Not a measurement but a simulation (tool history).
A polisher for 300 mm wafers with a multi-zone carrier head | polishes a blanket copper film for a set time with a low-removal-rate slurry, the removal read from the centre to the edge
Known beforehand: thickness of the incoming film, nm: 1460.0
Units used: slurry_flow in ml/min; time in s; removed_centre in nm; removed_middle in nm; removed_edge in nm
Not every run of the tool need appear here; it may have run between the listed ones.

{"run": 1, "hour": 0.0, "slurry_flow": 155, "centre_zone": 1, "middle_zone": 1, "edge_zone": 1, "slurry_solids": 1, "time": 73, "removed_centre": 191.15, "removed_middle": 191.7, "removed_edge": 193.59}
{"run": 2, "hour": 1.4, "slurry_flow": 190, "centre_zone": 1, "middle_zone": 1, "edge_zone": 1, "slurry_solids": 1, "time": 73, "removed_centre": 196.8, "removed_middle": 198.62, "removed_edge": 194.88}
{"run": 3, "hour": 7.4, "slurry_flow": 165, "centre_zone": 1, "middle_zone": 1, "edge_zone": 1, "slurry_solids": 1, "time": 73, "removed_centre": 196.11, "removed_middle": 192, "removed_edge": 190.28}
{"run": 4, "hour": 16.5, "slurry_flow": 130, "centre_zone": 1, "middle_zone": 1, "edge_zone": 1, "slurry_solids": 1, "time": 73, "removed_centre": 184.3, "removed_middle": 188.05, "removed_edge": 186.78}
{"run": 5, "hour": 18.0, "slurry_flow": 125, "centre_zone": 1.01, "middle_zone": 0.96, "edge_zone": 0.98, "slurry_solids": 0.95, "time": 73, "removed_centre": 184.11, "removed_middle": 176.63, "removed_edge": 185.26}
{"run": 6, "hour": 22.2, "slurry_flow": 120, "centre_zone": 1.02, "middle_zone": 0.94, "edge_zone": 0.95, "slurry_solids": 0.9, "time": 73, "removed_centre": 178.74, "removed_middle": 169.43, "removed_edge": 174.36}
{"run": 7, "hour": 29.4, "slurry_flow": 115, "centre_zone": 1.03, "middle_zone": 0.92, "edge_zone": 0.95, "slurry_solids": 0.9, "time": 73, "removed_centre": 183.24, "removed_middle": 165.82, "removed_edge": 174.55}
{"run": 8, "hour": 38.3, "slurry_flow": 100, "centre_zone": 1.04, "middle_zone": 0.85, "edge_zone": 0.93, "slurry_solids": 0.85, "time": 73, "removed_centre": 173.82, "removed_middle": 146.95, "removed_edge": 165.12}

For run 9, what comes out?
{"run": 9, "hour": 42.1, "slurry_flow": 105, "centre_zone": 1.04, "middle_zone": 0.85, "edge_zone": 0.93, "slurry_solids": 0.85, "time": 73, "removed_centre": "?", "removed_middle": "?", "removed_edge": "?"}

Run 9 gave removed_centre 176.58 nm, removed_middle 147.75 nm, removed_edge 164.77 nm.
